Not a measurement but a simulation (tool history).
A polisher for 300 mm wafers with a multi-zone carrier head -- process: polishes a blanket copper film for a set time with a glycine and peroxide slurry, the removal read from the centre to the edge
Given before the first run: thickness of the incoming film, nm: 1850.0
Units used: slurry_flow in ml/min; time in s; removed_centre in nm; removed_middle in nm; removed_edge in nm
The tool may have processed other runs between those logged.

run	hour	slurry_flow	centre_zone	middle_zone	edge_zone	time	removed_centre	removed_middle	removed_edge
1	0.0	300	1.00	1.00	1.00	43	234.72	238.01	241.20
2	8.5	235	1.00	1.00	1.00	43	230.34	235.99	237.67
3	16.9	235	1.00	1.05	1.01	45	238.88	253.74	247.70
4	24.1	240	0.99	1.09	1.01	47	251.89	275.76	262.29
5	33.0	195	0.99	1.09	1.01	47	243.83	267.74	249.70
6	34.2	195	0.99	1.09	1.06	47	245.24	266.48	265.24
7	37.5	235	0.98	1.12	1.05	48	251.32	282.74	270.61
8	41.0	235	0.98	1.12	1.05	48	250.96	287.10	265.61

What does the tool deliver on the next run?
9	47.2	265	0.99	1.14	1.07	49	?	?	?

removed_centre: 258.78 nm
removed_middle: 298.30 nm
removed_edge: 273.85 nm

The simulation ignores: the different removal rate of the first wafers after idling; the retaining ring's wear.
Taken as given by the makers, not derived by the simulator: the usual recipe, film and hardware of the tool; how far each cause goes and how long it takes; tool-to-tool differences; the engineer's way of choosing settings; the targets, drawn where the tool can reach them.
